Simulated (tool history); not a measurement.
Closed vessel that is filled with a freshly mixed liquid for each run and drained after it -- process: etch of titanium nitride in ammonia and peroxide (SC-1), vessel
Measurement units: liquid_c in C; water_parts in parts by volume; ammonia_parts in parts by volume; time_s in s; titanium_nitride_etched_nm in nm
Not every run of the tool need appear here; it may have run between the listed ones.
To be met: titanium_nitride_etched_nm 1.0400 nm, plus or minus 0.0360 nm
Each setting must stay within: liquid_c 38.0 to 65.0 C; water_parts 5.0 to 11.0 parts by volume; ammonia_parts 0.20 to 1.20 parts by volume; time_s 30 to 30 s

run,day,liquid_c,water_parts,ammonia_parts,time_s,titanium_nitride_etched_nm
1,0.000,49.0,6.0,0.80,30,2.7344
2,0.354,54.0,6.0,0.80,30,3.8976
3,0.717,54.0,6.0,0.90,30,3.9188
4,0.979,54.0,7.5,0.90,30,3.5920
5,1.329,50.0,7.5,0.90,30,2.7379
6,1.638,48.5,8.0,0.90,30,2.3641
7,1.800,47.0,8.0,0.90,30,2.1902
8,2.042,46.0,8.5,0.90,30,1.9371
9,2.317,45.0,8.5,0.90,30,1.7952

4 candidate next runs follow, results not yet known. Just one meets every target within its allowed miss. Identify it.
A,2.592,38.5,10.0,1.00,30,?
B,2.592,38.5,7.5,0.80,30,?
C,2.592,41.0,10.0,1.15,30,?
D,2.592,38.5,11.0,0.80,30,?

move,titanium_nitride_etched_nm
A,1.0278
B,1.1454
C,1.2633
D,0.9456
A: all results land within tolerance of their targets
B: nearer the targets than the last run, but a result is still out of spec
C: nearer the targets than the last run, but a result is still out of spec
D: pushes the last run's worst result past its target
So the answer is move A, the one that meets all the targets.
